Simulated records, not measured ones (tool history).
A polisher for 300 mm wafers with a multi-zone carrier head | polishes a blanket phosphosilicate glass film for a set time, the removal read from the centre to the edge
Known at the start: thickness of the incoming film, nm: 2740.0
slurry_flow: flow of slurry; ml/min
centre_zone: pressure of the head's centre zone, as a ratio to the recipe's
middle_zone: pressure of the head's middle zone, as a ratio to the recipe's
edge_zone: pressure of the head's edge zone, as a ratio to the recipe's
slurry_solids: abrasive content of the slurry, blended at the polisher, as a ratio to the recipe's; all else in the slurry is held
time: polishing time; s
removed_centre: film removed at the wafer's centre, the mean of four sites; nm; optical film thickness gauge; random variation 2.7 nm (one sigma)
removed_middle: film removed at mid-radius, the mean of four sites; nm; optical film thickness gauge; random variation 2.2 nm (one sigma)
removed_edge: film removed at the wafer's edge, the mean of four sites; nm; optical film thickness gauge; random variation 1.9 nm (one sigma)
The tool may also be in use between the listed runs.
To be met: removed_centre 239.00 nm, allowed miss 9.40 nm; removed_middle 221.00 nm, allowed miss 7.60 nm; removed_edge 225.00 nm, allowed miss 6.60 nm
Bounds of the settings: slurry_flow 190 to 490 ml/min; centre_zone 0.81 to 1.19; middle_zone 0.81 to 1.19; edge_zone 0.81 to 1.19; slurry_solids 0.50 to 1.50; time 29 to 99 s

run 1 hour=0.0 | slurry_flow=315 centre_zone=1.00 middle_zone=1.00 edge_zone=1.00 slurry_solids=1.00 time=64 | removed_centre=443.01 removed_middle=446.22 removed_edge=446.31
run 2 hour=3.1 | slurry_flow=315 centre_zone=1.00 middle_zone=0.98 edge_zone=0.98 slurry_solids=0.90 time=60 | removed_centre=399.10 removed_middle=389.58 removed_edge=399.25
run 3 hour=8.2 | slurry_flow=315 centre_zone=1.00 middle_zone=1.05 edge_zone=0.98 slurry_solids=0.90 time=60 | removed_centre=400.48 removed_middle=421.89 removed_edge=396.49
run 4 hour=11.4 | slurry_flow=315 centre_zone=0.92 middle_zone=1.05 edge_zone=0.98 slurry_solids=0.90 time=60 | removed_centre=368.11 removed_middle=422.48 removed_edge=396.80
run 5 hour=15.3 | slurry_flow=315 centre_zone=0.93 middle_zone=1.03 edge_zone=0.96 slurry_solids=0.85 time=56 | removed_centre=336.11 removed_middle=375.26 removed_edge=358.56
run 6 hour=20.0 | slurry_flow=315 centre_zone=0.93 middle_zone=1.03 edge_zone=0.96 slurry_solids=1.05 time=56 | removed_centre=360.55 removed_middle=407.29 removed_edge=386.65
run 7 hour=25.2 | slurry_flow=315 centre_zone=0.94 middle_zone=1.01 edge_zone=0.94 slurry_solids=0.95 time=53 | removed_centre=339.49 removed_middle=362.96 removed_edge=343.95
run 8 hour=31.9 | slurry_flow=315 centre_zone=0.93 middle_zone=0.99 edge_zone=0.92 slurry_solids=0.85 time=52 | removed_centre=312.20 removed_middle=339.62 removed_edge=328.96

5 next moves are on the table. One of them brings every result within its allowed miss. Which?
run A hour=38.6 | slurry_flow=340 centre_zone=0.81 middle_zone=0.83 edge_zone=0.98 slurry_solids=0.65 time=48 | removed_centre=? removed_middle=? removed_edge=?
run B hour=38.6 | slurry_flow=295 centre_zone=0.97 middle_zone=0.95 edge_zone=0.87 slurry_solids=1.10 time=61 | removed_centre=? removed_middle=? removed_edge=?
run C hour=38.6 | slurry_flow=245 centre_zone=1.02 middle_zone=0.92 edge_zone=0.90 slurry_solids=0.85 time=37 | removed_centre=? removed_middle=? removed_edge=?
run D hour=38.6 | slurry_flow=285 centre_zone=0.83 middle_zone=0.86 edge_zone=1.01 slurry_solids=0.80 time=82 | removed_centre=? removed_middle=? removed_edge=?
run E hour=38.6 | slurry_flow=200 centre_zone=0.82 middle_zone=0.81 edge_zone=1.02 slurry_solids=0.50 time=50 | removed_centre=? removed_middle=? removed_edge=?

move=A removed_centre=227.07 removed_middle=244.82 removed_edge=278.62
move=B removed_centre=424.58 removed_middle=426.61 removed_edge=411.38
move=C removed_centre=240.84 removed_middle=224.29 removed_edge=226.54
move=D removed_centre=428.27 removed_middle=464.30 removed_edge=522.14
move=E removed_centre=203.71 removed_middle=213.64 removed_edge=255.47
A: nearer than the last run, and not there yet
B: further off than the last run
C: meets every target
D: further off than the last run
E: nearer than the last run, and not there yet
Answer: C
